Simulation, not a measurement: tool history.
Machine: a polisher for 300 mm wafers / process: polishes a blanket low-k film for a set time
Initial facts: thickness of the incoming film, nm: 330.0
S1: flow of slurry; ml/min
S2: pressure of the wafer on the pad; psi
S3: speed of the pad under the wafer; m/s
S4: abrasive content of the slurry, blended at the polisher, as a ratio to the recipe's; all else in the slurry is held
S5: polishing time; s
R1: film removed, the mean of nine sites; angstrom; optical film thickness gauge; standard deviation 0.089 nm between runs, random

run,hour,S1,S2,S3,S4,S5,R1
1,0.0,195,1.8,1.02,1.0,47,160.68
2,8.8,210,1.8,1.02,1.0,47,164.98
3,12.5,200,1.7,1.02,1.0,47,153.45
4,14.9,190,1.6,1.02,1.0,47,145.20
5,18.3,185,1.6,1.02,1.0,47,147.57
6,25.1,185,1.6,1.02,0.9,47,138.08
7,31.7,180,1.6,1.02,0.9,47,136.00

Run 8 has not been measured yet. What should we expect?
8,39.9,175,1.6,1.02,0.9,47,?

{"run 8": {"R1": 136.53}}

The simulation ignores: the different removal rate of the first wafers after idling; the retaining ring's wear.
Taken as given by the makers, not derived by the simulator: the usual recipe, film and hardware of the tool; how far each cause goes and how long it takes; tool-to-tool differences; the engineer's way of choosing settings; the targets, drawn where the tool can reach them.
